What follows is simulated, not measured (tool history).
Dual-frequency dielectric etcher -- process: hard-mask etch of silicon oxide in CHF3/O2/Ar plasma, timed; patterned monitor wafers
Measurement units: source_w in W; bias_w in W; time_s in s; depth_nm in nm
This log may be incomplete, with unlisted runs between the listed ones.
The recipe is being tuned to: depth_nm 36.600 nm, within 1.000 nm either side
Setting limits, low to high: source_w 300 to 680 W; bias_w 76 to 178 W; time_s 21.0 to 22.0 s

run 1 hour=0.0 | source_w=490 bias_w=127 time_s=21.0 | depth_nm=31.819
run 2 hour=5.8 | source_w=520 bias_w=131 time_s=21.0 | depth_nm=32.739
run 3 hour=8.7 | source_w=440 bias_w=131 time_s=21.0 | depth_nm=31.000
run 4 hour=11.0 | source_w=440 bias_w=147 time_s=21.0 | depth_nm=32.139
run 5 hour=18.6 | source_w=440 bias_w=147 time_s=21.0 | depth_nm=32.091
run 6 hour=26.4 | source_w=380 bias_w=147 time_s=21.0 | depth_nm=30.584
run 7 hour=32.2 | source_w=420 bias_w=152 time_s=21.0 | depth_nm=32.081
run 8 hour=33.3 | source_w=450 bias_w=156 time_s=21.0 | depth_nm=33.004
run 9 hour=40.2 | source_w=470 bias_w=159 time_s=21.0 | depth_nm=33.764

5 next moves are on the table. One of them brings every result within its allowed miss. Which?
run A hour=47.1 | source_w=430 bias_w=149 time_s=21.0 | depth_nm=?
run B hour=47.1 | source_w=520 bias_w=154 time_s=22.0 | depth_nm=?
run C hour=47.1 | source_w=400 bias_w=171 time_s=21.5 | depth_nm=?
run D hour=47.1 | source_w=430 bias_w=145 time_s=21.0 | depth_nm=?
run E hour=47.1 | source_w=490 bias_w=122 time_s=21.5 | depth_nm=?

move=A depth_nm=32.097
move=B depth_nm=36.394
move=C depth_nm=33.575
move=D depth_nm=31.805
move=E depth_nm=32.257
A: lands further from the targets than the last run did
B: all results land within tolerance of their targets
C: lands further from the targets than the last run did
D: lands further from the targets than the last run did
E: lands further from the targets than the last run did
B meets every target.
